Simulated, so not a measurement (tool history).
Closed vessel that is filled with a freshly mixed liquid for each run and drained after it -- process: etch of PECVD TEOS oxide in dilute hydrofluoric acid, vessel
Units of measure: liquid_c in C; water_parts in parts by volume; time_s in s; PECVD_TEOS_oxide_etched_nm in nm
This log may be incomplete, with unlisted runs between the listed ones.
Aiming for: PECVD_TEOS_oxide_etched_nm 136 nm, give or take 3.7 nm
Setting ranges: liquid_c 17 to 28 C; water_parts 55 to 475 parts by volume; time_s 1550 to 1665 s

Run 1, hour 0: liquid_c 20 C, water_parts 265 parts by volume, time_s 1550 s. Result: PECVD_TEOS_oxide_etched_nm 46.764 nm.
Run 2, hour 1.1: liquid_c 20 C, water_parts 325 parts by volume, time_s 1550 s. Result: PECVD_TEOS_oxide_etched_nm 35.76 nm.
Run 3, hour 8.8: liquid_c 20 C, water_parts 325 parts by volume, time_s 1665 s. Result: PECVD_TEOS_oxide_etched_nm 38.754 nm.
Run 4, hour 13.3: liquid_c 22.5 C, water_parts 255 parts by volume, time_s 1665 s. Result: PECVD_TEOS_oxide_etched_nm 57.639 nm.
Run 5, hour 15.1: liquid_c 24 C, water_parts 200 parts by volume, time_s 1665 s. Result: PECVD_TEOS_oxide_etched_nm 81.434 nm.
Run 6, hour 22.7: liquid_c 24 C, water_parts 200 parts by volume, time_s 1665 s. Result: PECVD_TEOS_oxide_etched_nm 82.759 nm.
Run 7, hour 24.9: liquid_c 25 C, water_parts 175 parts by volume, time_s 1665 s. Result: PECVD_TEOS_oxide_etched_nm 99.041 nm.
Run 8, hour 33.9: liquid_c 25 C, water_parts 175 parts by volume, time_s 1665 s. Result: PECVD_TEOS_oxide_etched_nm 99.349 nm.
Run 9, hour 40.1: liquid_c 26 C, water_parts 160 parts by volume, time_s 1665 s. Result: PECVD_TEOS_oxide_etched_nm 114.65 nm.
Run 10, hour 48.5: liquid_c 26.5 C, water_parts 155 parts by volume, time_s 1665 s. Result: PECVD_TEOS_oxide_etched_nm 124.03 nm.
Run 11, hour 51.7: liquid_c 27 C, water_parts 155 parts by volume, time_s 1665 s. Result: PECVD_TEOS_oxide_etched_nm 123.77 nm.
Run 12, hour 53.7: liquid_c 27.5 C, water_parts 150 parts by volume, time_s 1665 s. Result: PECVD_TEOS_oxide_etched_nm 131.39 nm.

Of the 5 settings listed for the next run, only one would bring every result within its allowed miss of target. Which one?
Run A, hour 55.7: liquid_c 27.5 C, water_parts 145 parts by volume, time_s 1635 s. Result: PECVD_TEOS_oxide_etched_nm ?.
Run B, hour 55.7: liquid_c 26 C, water_parts 145 parts by volume, time_s 1665 s. Result: PECVD_TEOS_oxide_etched_nm ?.
Run C, hour 55.7: liquid_c 27 C, water_parts 150 parts by volume, time_s 1550 s. Result: PECVD_TEOS_oxide_etched_nm ?.
Run D, hour 55.7: liquid_c 26.5 C, water_parts 145 parts by volume, time_s 1595 s. Result: PECVD_TEOS_oxide_etched_nm ?.
Run E, hour 55.7: liquid_c 28 C, water_parts 160 parts by volume, time_s 1665 s. Result: PECVD_TEOS_oxide_etched_nm ?.

move  PECVD_TEOS_oxide_etched_nm
   A                      133.09
   B                      128.15
   C                      118.99
   D                      125.09
   E                      122.79
A: every result within its allowed miss
B: the biggest miss grows against the last run
C: the biggest miss grows against the last run
D: the biggest miss grows against the last run
E: the biggest miss grows against the last run
A meets every target.
